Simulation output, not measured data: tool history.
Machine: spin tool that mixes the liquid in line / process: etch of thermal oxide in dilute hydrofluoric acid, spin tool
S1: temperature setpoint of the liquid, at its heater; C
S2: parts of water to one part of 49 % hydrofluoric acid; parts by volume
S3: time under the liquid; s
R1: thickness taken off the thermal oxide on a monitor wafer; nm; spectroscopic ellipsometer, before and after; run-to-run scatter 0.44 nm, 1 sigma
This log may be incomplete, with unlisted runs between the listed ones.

run,hour,S1,S2,S3,R1
1,0.0,22.0,70,325,17.702
2,1.4,23.5,60,330,22.272
3,3.4,25.0,50,335,29.383
4,12.3,26.0,45,335,33.853
5,12.8,26.0,45,325,33.027
6,20.9,27.5,45,325,35.109
7,21.7,28.0,40,325,40.948

For run 8, what comes out?
8,23.6,28.5,35,325,?

R1: 47.165 nm
